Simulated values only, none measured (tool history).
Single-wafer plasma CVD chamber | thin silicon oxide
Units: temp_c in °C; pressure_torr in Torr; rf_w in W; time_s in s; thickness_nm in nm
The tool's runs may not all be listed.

run,hour,temp_c,pressure_torr,rf_w,time_s,thickness_nm
1,0,405,0.837,370,7.91,16.26
2,6.4,405,0.873,370,7.91,16.944
3,14.4,409,0.873,370,7.91,16.851
4,15.2,409,0.903,370,7.91,17.443
5,16.6,409,0.796,370,7.91,15.549
6,20.7,409,0.84,370,7.91,16.26
7,25.6,409,0.876,370,7.91,16.933
8,29.8,409,0.906,370,7.91,17.379
9,32.7,409,1.073,375,7.91,19.997

The next listed run, before its measurement:
10,40.2,409,1.078,375,7.91,?

{"run 10": {"thickness_nm": 19.879}}

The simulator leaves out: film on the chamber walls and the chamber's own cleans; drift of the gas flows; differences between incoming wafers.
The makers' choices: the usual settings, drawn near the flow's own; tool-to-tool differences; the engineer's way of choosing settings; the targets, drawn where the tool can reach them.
